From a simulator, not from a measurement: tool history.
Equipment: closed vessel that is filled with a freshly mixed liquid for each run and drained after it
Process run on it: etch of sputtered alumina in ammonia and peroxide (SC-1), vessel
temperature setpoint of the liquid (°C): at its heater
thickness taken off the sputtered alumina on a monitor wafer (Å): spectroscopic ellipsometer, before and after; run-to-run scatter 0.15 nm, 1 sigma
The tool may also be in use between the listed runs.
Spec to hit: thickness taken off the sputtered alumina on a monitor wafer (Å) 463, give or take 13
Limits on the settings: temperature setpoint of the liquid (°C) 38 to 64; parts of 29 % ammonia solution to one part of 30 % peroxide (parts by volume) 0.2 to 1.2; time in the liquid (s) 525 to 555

run  hour  temperature setpoint of the liquid (°C)  parts of 29 % ammonia solution to one part of 30 % peroxide (parts by volume)  time in the liquid (s)  thickness taken off the sputtered alumina on a monitor wafer (Å)
  1     0                                       48                                                                              1                     525                                                            273.83
  2   8.6                                       48                                                                            1.2                     525                                                            275.76
  3  17.2                                       54                                                                            1.2                     525                                                            384.52
  4  21.5                                       54                                                                            1.2                     525                                                            385.31
  5  24.8                                       54                                                                            1.2                     555                                                            406.05
  6  30.8                                       54                                                                            0.9                     555                                                             398.4
  7  38.4                                       55                                                                            0.9                     555                                                            416.08
  8  43.1                                     55.5                                                                            0.9                     555                                                            428.41
  9  50.3                                       56                                                                            0.9                     555                                                            438.47

Which single option among these 4 for the next run brings every result within its allowed miss of target? Just one does.
  A  57.5                                       55                                                                              1                     555                                                                 ?
  B  57.5                                       57                                                                           1.15                     545                                                                 ?
  C  57.5                                       56                                                                            0.8                     525                                                                 ?
  D  57.5                                       55                                                                           0.95                     530                                                                 ?

move  thickness taken off the sputtered alumina on a monitor wafer (Å)
   A                                                            420.51
   B                                                            465.01
   C                                                            410.61
   D                                                            399.62
A: lands further from the targets than the last run did
B: every result within its allowed miss
C: lands further from the targets than the last run did
D: lands further from the targets than the last run did
The right move is B.
